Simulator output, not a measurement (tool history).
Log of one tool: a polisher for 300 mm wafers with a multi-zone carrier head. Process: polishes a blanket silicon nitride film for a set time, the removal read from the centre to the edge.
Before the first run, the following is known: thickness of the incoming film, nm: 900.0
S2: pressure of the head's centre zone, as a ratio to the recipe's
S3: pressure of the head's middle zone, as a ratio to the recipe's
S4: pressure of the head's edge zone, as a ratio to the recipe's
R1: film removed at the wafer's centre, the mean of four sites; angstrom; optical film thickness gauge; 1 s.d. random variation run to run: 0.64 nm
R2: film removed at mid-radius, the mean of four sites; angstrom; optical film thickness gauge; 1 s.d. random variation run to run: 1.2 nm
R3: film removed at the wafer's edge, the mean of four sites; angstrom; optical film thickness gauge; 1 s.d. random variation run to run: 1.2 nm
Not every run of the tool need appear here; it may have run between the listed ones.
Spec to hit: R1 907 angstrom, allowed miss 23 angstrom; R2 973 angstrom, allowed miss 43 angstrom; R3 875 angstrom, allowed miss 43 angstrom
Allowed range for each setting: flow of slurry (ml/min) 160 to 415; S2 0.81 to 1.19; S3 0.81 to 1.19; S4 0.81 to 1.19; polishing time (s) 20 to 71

Run 1, hour 0: flow of slurry (ml/min) 265, S2 1, S3 1, S4 1, polishing time (s) 45. Result: R1 727.58 angstrom, R2 732.34 angstrom, R3 723.83 angstrom.
Run 2, hour 6.7: flow of slurry (ml/min) 275, S2 1.02, S3 1.05, S4 1.04, polishing time (s) 47. Result: R1 776.7 angstrom, R2 785.25 angstrom, R3 798.79 angstrom.
Run 3, hour 10.1: flow of slurry (ml/min) 285, S2 1.03, S3 1.09, S4 1.01, polishing time (s) 48. Result: R1 805.03 angstrom, R2 851.19 angstrom, R3 793.9 angstrom.
Run 4, hour 12.6: flow of slurry (ml/min) 285, S2 1.03, S3 1.15, S4 1.01, polishing time (s) 48. Result: R1 808.78 angstrom, R2 890.46 angstrom, R3 799.54 angstrom.
Run 5, hour 15.7: flow of slurry (ml/min) 300, S2 1.05, S3 1.16, S4 1.02, polishing time (s) 49. Result: R1 854.45 angstrom, R2 919.04 angstrom, R3 813.72 angstrom.
Run 6, hour 18.1: flow of slurry (ml/min) 300, S2 1.05, S3 1.16, S4 0.96, polishing time (s) 49. Result: R1 851.34 angstrom, R2 912.74 angstrom, R3 793.17 angstrom.
Run 7, hour 20.9: flow of slurry (ml/min) 305, S2 1.06, S3 1.17, S4 0.99, polishing time (s) 49. Result: R1 868.36 angstrom, R2 925.81 angstrom, R3 800.45 angstrom.
Run 8, hour 29.9: flow of slurry (ml/min) 310, S2 1.06, S3 1.17, S4 1.02, polishing time (s) 49. Result: R1 872.13 angstrom, R2 930.25 angstrom, R3 815 angstrom.
Run 9, hour 34.3: flow of slurry (ml/min) 315, S2 1.06, S3 1.17, S4 1.05, polishing time (s) 49. Result: R1 859.72 angstrom, R2 937.76 angstrom, R3 849.48 angstrom.
Run 10, hour 39.9: flow of slurry (ml/min) 325, S2 1.07, S3 1.18, S4 1.05, polishing time (s) 49. Result: R1 876.73 angstrom, R2 928.45 angstrom, R3 839.04 angstrom.
At hour 46.7: slurry nozzle cleaned.
Run 11, hour 46.7: flow of slurry (ml/min) 325, S2 1.07, S3 1.18, S4 1.05, polishing time (s) 50. Result: R1 935.83 angstrom, R2 987.15 angstrom, R3 881.27 angstrom.
Run 12, hour 47.6: flow of slurry (ml/min) 320, S2 1.07, S3 1.18, S4 1.05, polishing time (s) 50. Result: R1 925.69 angstrom, R2 983.48 angstrom, R3 882.5 angstrom.

5 candidate next runs follow, results not yet known. Just one meets every target within its allowed miss. Identify it.
Run A, hour 48.5: flow of slurry (ml/min) 315, S2 1.1, S3 1.19, S4 1.04, polishing time (s) 51. Result: R1 ?, R2 ?, R3 ?.
Run B, hour 48.5: flow of slurry (ml/min) 355, S2 1.06, S3 1.19, S4 0.96, polishing time (s) 52. Result: R1 ?, R2 ?, R3 ?.
Run C, hour 48.5: flow of slurry (ml/min) 415, S2 1.01, S3 1.14, S4 1.03, polishing time (s) 50. Result: R1 ?, R2 ?, R3 ?.
Run D, hour 48.5: flow of slurry (ml/min) 320, S2 1.04, S3 1.08, S4 1.19, polishing time (s) 48. Result: R1 ?, R2 ?, R3 ?.
Run E, hour 48.5: flow of slurry (ml/min) 305, S2 1.16, S3 1.19, S4 0.96, polishing time (s) 49. Result: R1 ?, R2 ?, R3 ?.

move      R1      R2      R3
   A  975.31  1006.5  889.76
   B  969.78    1038  880.27
   C  900.05  973.85  884.63
   D  868.33  872.92  899.22
   E  984.98  963.72  820.41
A: lands further from the targets than the last run did
B: lands further from the targets than the last run did
C: each result inside its tolerance
D: carries the result that was furthest off beyond its target, to the other side
E: lands further from the targets than the last run did
C meets every target.
